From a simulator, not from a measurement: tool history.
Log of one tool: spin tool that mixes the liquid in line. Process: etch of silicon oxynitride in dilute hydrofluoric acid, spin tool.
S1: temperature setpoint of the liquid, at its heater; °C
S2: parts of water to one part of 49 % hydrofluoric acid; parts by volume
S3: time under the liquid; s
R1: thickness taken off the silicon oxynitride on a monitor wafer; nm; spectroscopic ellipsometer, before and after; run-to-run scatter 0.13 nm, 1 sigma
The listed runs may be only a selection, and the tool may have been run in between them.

Run 1, day 0: S1 22 °C, S2 230 parts by volume, S3 270 s. Result: R1 1.9739 nm.
Run 2, day 0.058: S1 23 °C, S2 190 parts by volume, S3 270 s. Result: R1 2.6195 nm.
Run 3, day 0.108: S1 23 °C, S2 190 parts by volume, S3 270 s. Result: R1 2.5123 nm.
Run 4, day 0.35: S1 21 °C, S2 190 parts by volume, S3 270 s. Result: R1 2.4053 nm.
At day 0.6: thermometer replaced.
Run 5, day 0.6: S1 22 °C, S2 160 parts by volume, S3 270 s. Result: R1 3.3502 nm.
Run 6, day 0.783: S1 22.5 °C, S2 145 parts by volume, S3 270 s. Result: R1 3.7358 nm.
Run 7, day 1.008: S1 23 °C, S2 135 parts by volume, S3 270 s. Result: R1 4.3772 nm.
Run 8, day 1.288: S1 24 °C, S2 130 parts by volume, S3 270 s. Result: R1 4.8437 nm.
Run 9, day 1.383: S1 25 °C, S2 130 parts by volume, S3 270 s. Result: R1 4.8427 nm.
Run 10, day 1.7: S1 25.5 °C, S2 125 parts by volume, S3 270 s. Result: R1 5.2066 nm.
Run 11, day 1.975: S1 26 °C, S2 125 parts by volume, S3 270 s. Result: R1 5.2534 nm.
Run 12, day 2.296: S1 26.5 °C, S2 125 parts by volume, S3 270 s. Result: R1 5.3377 nm.

Run 13, settings as shown, results not yet in. Your forecast:
Run 13, day 2.367: S1 27 °C, S2 120 parts by volume, S3 270 s. Result: R1 ?.

{"run 13": {"R1": 5.8094}}
